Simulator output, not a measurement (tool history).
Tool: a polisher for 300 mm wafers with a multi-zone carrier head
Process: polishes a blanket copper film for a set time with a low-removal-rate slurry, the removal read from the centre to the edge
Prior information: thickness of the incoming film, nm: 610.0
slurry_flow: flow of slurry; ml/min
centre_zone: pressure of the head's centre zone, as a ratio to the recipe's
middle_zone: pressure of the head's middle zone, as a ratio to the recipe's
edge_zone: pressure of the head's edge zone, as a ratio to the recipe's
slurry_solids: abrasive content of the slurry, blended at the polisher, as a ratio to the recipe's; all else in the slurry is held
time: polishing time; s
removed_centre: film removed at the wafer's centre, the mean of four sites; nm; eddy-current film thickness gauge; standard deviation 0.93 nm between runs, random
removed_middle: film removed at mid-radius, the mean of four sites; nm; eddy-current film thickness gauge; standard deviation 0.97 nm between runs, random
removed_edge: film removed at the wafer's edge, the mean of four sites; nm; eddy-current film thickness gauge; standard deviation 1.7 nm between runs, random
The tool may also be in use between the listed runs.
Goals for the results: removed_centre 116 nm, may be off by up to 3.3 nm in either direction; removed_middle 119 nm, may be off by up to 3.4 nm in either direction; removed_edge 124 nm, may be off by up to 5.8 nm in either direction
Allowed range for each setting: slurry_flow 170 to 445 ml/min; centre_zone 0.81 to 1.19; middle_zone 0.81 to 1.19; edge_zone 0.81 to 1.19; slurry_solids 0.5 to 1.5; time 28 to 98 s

| run | hour | slurry_flow | centre_zone | middle_zone | edge_zone | slurry_solids | time | removed_centre | removed_middle | removed_edge |
|---|---|---|---|---|---|---|---|---|---|---|
| 1 | 0 | 285 | 1 | 1 | 1 | 1 | 63 | 223.83 | 227.74 | 240.59 |
| 2 | 3.2 | 280 | 0.98 | 0.98 | 0.95 | 0.85 | 53 | 179.8 | 178.39 | 190.73 |
| 3 | 5.7 | 280 | 1.03 | 0.98 | 0.95 | 0.85 | 53 | 184.94 | 178.99 | 189.8 |
| 4 | 12.9 | 275 | 0.99 | 0.98 | 0.91 | 0.75 | 47 | 154.35 | 153.43 | 156.63 |
| 5 | 19 | 275 | 0.99 | 1.03 | 0.91 | 0.75 | 47 | 155.8 | 159.12 | 159.49 |
| 6 | 26.1 | 265 | 0.95 | 0.99 | 0.88 | 0.65 | 45 | 136.16 | 144.22 | 147.59 |
| 7 | 29.5 | 270 | 0.95 | 0.97 | 0.86 | 0.6 | 43 | 126.31 | 133.93 | 139.03 |
| 8 | 33.5 | 265 | 0.96 | 0.96 | 0.84 | 0.55 | 42 | 122.37 | 126.41 | 128.74 |
| 9 | 40 | 255 | 0.95 | 0.95 | 0.83 | 0.55 | 42 | 121.92 | 123.67 | 128.5 |
|  | 41.3 | edge zone pressure recalibrated |
| 10 | 41.3 | 235 | 0.92 | 0.95 | 0.81 | 0.5 | 41 | 111.15 | 117.29 | 115.66 |
| 11 | 43 | 250 | 0.93 | 0.94 | 0.82 | 0.5 | 41 | 112.75 | 115.55 | 116.52 |
| 12 | 51.2 | 265 | 0.93 | 0.94 | 0.83 | 0.5 | 41 | 112.08 | 117.41 | 118.73 |

Which of these 5 next moves meets every target?
| A | 59.4 | 285 | 0.9 | 1.04 | 0.84 | 0.6 | 37 | ? | ? | ? |
| B | 59.4 | 280 | 0.91 | 0.91 | 0.86 | 0.55 | 42 | ? | ? | ? |
| C | 59.4 | 290 | 0.85 | 0.91 | 0.98 | 0.85 | 36 | ? | ? | ? |
| D | 59.4 | 300 | 0.89 | 0.98 | 0.84 | 0.5 | 40 | ? | ? | ? |
| E | 59.4 | 390 | 0.85 | 0.84 | 0.99 | 0.7 | 40 | ? | ? | ? |

| move | removed_centre | removed_middle | removed_edge |
|---|---|---|---|
| A | 103.82 | 121.5 | 114.04 |
| B | 116.4 | 120.54 | 128.02 |
| C | 103.75 | 115.07 | 128.78 |
| D | 106.5 | 119.89 | 118.33 |
| E | 112.3 | 116.41 | 139.3 |
A: its largest miss is bigger than the last run's
B: all results land within tolerance of their targets
C: its largest miss is bigger than the last run's
D: its largest miss is bigger than the last run's
E: its largest miss is bigger than the last run's
B is the move that brings every result within its allowed miss.
